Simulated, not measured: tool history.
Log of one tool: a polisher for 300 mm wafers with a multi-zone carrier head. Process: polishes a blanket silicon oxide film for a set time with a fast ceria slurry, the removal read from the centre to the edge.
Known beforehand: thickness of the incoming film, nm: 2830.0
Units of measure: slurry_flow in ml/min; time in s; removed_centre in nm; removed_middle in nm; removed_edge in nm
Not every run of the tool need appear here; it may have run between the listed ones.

run    day  slurry_flow  centre_zone  middle_zone  edge_zone  time  removed_centre  removed_middle  removed_edge
  1  0.000          305         1.00         1.00       1.00    40          720.19          780.37        766.65
  2  0.150          305         0.94         1.00       1.00    40          659.43          765.17        773.24
  3  0.271          270         0.94         1.00       1.00    40          660.11          754.91        780.28
  4  0.338          320         0.94         1.00       1.00    40          678.95          770.26        788.94
  5  0.546          320         0.94         1.00       0.95    40          676.60          781.60        753.72
  6  0.788          265         0.94         1.00       0.95    40          652.31          763.10        741.10
  7  0.888          275         0.98         1.00       0.99    41          699.91          787.13        793.80
     1.233  -- centre zone pressure recalibrated
  8  1.233          295         1.02         1.00       1.01    42          822.17          805.13        830.68

Run 9 is up next; what results do you expect?
  9  1.521          300         1.03         1.02       1.03    43               ?               ?             ?

For run 9 the tool returned removed_centre 841.78 nm, removed_middle 828.42 nm, removed_edge 839.85 nm.

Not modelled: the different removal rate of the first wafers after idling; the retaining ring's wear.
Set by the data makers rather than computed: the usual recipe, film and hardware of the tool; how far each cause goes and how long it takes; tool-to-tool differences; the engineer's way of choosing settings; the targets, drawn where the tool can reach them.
